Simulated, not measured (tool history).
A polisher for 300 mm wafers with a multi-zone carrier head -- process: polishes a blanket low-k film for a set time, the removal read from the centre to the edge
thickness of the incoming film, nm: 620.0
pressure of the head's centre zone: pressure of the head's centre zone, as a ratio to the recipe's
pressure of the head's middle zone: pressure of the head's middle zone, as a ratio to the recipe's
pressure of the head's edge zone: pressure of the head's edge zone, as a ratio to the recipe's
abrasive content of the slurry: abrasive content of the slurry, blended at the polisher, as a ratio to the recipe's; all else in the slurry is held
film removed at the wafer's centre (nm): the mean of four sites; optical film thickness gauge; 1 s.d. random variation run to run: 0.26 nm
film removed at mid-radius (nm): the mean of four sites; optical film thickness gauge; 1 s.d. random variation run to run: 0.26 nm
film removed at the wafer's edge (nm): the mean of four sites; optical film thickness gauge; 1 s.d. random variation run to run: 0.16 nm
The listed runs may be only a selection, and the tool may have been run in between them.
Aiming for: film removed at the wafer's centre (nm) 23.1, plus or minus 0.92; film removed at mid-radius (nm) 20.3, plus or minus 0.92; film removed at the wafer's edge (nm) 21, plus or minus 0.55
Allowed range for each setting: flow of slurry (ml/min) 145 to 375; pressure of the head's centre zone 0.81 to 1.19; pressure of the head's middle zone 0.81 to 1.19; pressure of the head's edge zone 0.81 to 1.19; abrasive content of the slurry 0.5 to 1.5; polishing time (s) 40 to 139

run	hour	flow of slurry (ml/min)	pressure of the head's centre zone	pressure of the head's middle zone	pressure of the head's edge zone	abrasive content of the slurry	polishing time (s)	film removed at the wafer's centre (nm)	film removed at mid-radius (nm)	film removed at the wafer's edge (nm)
1	0	240	1	1	1	1	89	32.372	30.168	29.605
2	6.1	240	1	1	0.93	1	89	32.681	30.226	29.188
3	9.1	240	0.95	1	0.93	1	89	30.831	30.087	29.138
4	10.5	240	1.01	1	0.93	1	89	32.538	29.802	28.787
5	13.5	235	1.01	0.99	0.92	0.95	88	32.052	28.985	28.169
6	21.3	235	1.01	0.98	0.92	0.9	87	31.004	27.904	27.28
# hour 23.6: centre zone pressure recalibrated
7	23.6	215	0.95	0.88	0.85	0.65	82	22.447	21.399	21.953
8	32.5	215	0.96	0.88	0.85	0.65	82	22.588	21.345	22.083
9	37.8	215	0.97	0.88	0.85	0.65	82	23.224	21.444	22.293

Exactly one of the 4 candidate moves below puts every result within its allowed miss. Which one?
A	43.1	190	0.95	0.82	0.87	0.6	80	?	?	?
B	43.1	230	1.04	1.05	0.81	0.7	76	?	?	?
C	43.1	215	1.07	0.94	0.81	0.7	72	?	?	?
D	43.1	180	1.02	0.87	0.81	0.55	85	?	?	?

move	film removed at the wafer's centre (nm)	film removed at mid-radius (nm)	film removed at the wafer's edge (nm)
A	20.926	18.856	21.293
B	23.458	23.613	20.962
C	22.684	20.239	19.79
D	23.072	20.316	21.299
A: the worst result of the last run now meets its target, but another is out of spec
B: the worst result of the last run now meets its target, but another is out of spec
C: carries the result that was furthest off beyond its target, to the other side
D: every result within its allowed miss
Move D is the one to make.

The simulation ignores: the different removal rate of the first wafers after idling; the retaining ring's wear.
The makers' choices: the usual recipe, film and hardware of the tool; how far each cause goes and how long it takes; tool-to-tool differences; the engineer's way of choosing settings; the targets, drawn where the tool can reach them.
